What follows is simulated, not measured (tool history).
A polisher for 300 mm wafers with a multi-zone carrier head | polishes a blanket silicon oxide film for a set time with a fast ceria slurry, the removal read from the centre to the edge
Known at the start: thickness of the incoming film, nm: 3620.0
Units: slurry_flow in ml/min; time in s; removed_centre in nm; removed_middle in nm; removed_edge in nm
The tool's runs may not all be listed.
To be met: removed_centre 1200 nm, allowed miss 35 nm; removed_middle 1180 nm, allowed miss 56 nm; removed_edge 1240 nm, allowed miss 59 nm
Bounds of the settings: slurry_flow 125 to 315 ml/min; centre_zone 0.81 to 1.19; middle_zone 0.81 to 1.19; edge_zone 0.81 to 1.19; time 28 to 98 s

run,day,slurry_flow,centre_zone,middle_zone,edge_zone,time,removed_centre,removed_middle,removed_edge
1,0,205,1,1,1,63,1562.9,1528.2,1557.5
2,0.304,200,0.98,0.98,0.97,61,1454.2,1427.5,1507
3,0.412,200,0.98,0.98,1.05,61,1473.5,1447.5,1560.1
4,0.621,200,0.98,0.98,1.01,61,1457.8,1464.5,1503.9
5,0.783,200,0.98,0.98,1.01,69,1670.1,1622,1736.3
6,1.046,200,0.98,0.98,1.01,78,1863.8,1890.2,1934.8
7,1.271,200,0.97,0.98,0.98,71,1687.8,1658.3,1769.5
8,1.546,200,0.97,0.98,0.97,66,1563.4,1568.7,1640.5
9,1.808,200,0.97,0.98,0.97,62,1470.4,1485.4,1529.2
10,2.117,200,0.97,0.97,0.96,59,1409.2,1382.4,1416.1
11,2.442,195,0.95,0.95,0.94,58,1350.4,1299.1,1388.3
12,2.579,175,0.91,0.97,0.84,53,1154.1,1217.3,1218.3
13,2.862,180,0.91,0.96,0.85,53,1148,1217.2,1247.9

4 next moves are on the table. One of them brings every result within its allowed miss. Which?
A,3.146,180,0.91,1,0.83,55,?,?,?
B,3.146,185,0.91,0.89,0.82,55,?,?,?
C,3.146,155,1.02,1.13,0.81,51,?,?,?
D,3.146,215,1.06,1.1,0.81,48,?,?,?

move,removed_centre,removed_middle,removed_edge
A,1199.7,1309.6,1251.2
B,1205.4,1193.8,1251.5
C,1208.2,1307.6,1122.6
D,1262.2,1274.8,1103.4
A: brings the result that was furthest off to its target, and leaves another outside
B: meets every target
C: brings the result that was furthest off to its target, and leaves another outside
D: takes the result that was furthest off past its target
Answer: B
